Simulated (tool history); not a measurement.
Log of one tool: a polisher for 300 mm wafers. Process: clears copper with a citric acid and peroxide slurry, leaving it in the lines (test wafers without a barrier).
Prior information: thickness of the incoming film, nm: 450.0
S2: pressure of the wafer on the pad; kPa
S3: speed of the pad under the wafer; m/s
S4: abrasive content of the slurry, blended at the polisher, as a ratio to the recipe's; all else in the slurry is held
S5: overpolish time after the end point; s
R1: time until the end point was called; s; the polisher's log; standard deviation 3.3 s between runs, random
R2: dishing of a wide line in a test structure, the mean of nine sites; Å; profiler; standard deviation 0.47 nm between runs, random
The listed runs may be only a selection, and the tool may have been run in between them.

{"run": 1, "hour": 0.0, "flow of slurry (ml/min)": 250, "S2": 19.3, "S3": 1.4, "S4": 1, "S5": 29, "R1": 142.39, "R2": 530.99}
{"run": 2, "hour": 4.2, "flow of slurry (ml/min)": 250, "S2": 17.9, "S3": 1.38, "S4": 1, "S5": 30, "R1": 157.38, "R2": 523.23}
{"run": 3, "hour": 7.0, "flow of slurry (ml/min)": 250, "S2": 17.9, "S3": 1.38, "S4": 0.8, "S5": 30, "R1": 163.07, "R2": 506.37}
{"run": 4, "hour": 12.4, "flow of slurry (ml/min)": 250, "S2": 17.9, "S3": 1.6, "S4": 0.8, "S5": 30, "R1": 138.63, "R2": 546.05}
{"run": 5, "hour": 16.3, "flow of slurry (ml/min)": 250, "S2": 17.9, "S3": 1.84, "S4": 0.8, "S5": 30, "R1": 122.49, "R2": 596.68}
{"run": 6, "hour": 24.6, "flow of slurry (ml/min)": 250, "S2": 16.5, "S3": 1.78, "S4": 0.8, "S5": 31, "R1": 137.64, "R2": 568.44}
{"run": 7, "hour": 27.0, "flow of slurry (ml/min)": 250, "S2": 15.2, "S3": 1.74, "S4": 0.8, "S5": 31, "R1": 152.35, "R2": 527.83}
{"run": 8, "hour": 30.9, "flow of slurry (ml/min)": 250, "S2": 14.5, "S3": 1.7, "S4": 0.8, "S5": 32, "R1": 162.33, "R2": 508.76}
{"run": 9, "hour": 33.9, "flow of slurry (ml/min)": 250, "S2": 13.8, "S3": 1.66, "S4": 0.8, "S5": 33, "R1": 174.47, "R2": 503.11}
{"run": 10, "hour": 39.5, "flow of slurry (ml/min)": 250, "S2": 13.1, "S3": 1.64, "S4": 0.8, "S5": 33, "R1": 187.11, "R2": 477.38}
{"run": 11, "hour": 40.1, "flow of slurry (ml/min)": 250, "S2": 12.4, "S3": 1.62, "S4": 0.8, "S5": 33, "R1": 198.99, "R2": 449.87}

Predict the results of run 12:
{"run": 12, "hour": 43.8, "flow of slurry (ml/min)": 250, "S2": 11.7, "S3": 1.6, "S4": 0.8, "S5": 34, "R1": "?", "R2": "?"}

{"run 12": {"R1": 211.84, "R2": 435.47}}
